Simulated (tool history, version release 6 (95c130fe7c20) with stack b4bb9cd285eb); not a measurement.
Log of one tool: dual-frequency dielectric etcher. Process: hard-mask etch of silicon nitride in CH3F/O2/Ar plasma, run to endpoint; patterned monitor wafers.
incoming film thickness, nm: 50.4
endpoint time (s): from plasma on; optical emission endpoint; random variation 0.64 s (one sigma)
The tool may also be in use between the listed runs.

run,hour,source power (kW),bias power (kW),endpoint time (s)
1,0,0.49,0.086,62.072
2,8.4,0.49,0.074,65.089
3,11.3,0.52,0.074,63.83
4,18,0.46,0.074,67.471
5,22.4,0.45,0.073,67.847
6,25.7,0.51,0.073,64.436
7,33.8,0.51,0.073,64.306
8,40.3,0.51,0.073,65.155

Forecast run 9:
9,41.8,0.49,0.071,?

{"run 9": {"endpoint time (s)": 66.886}}
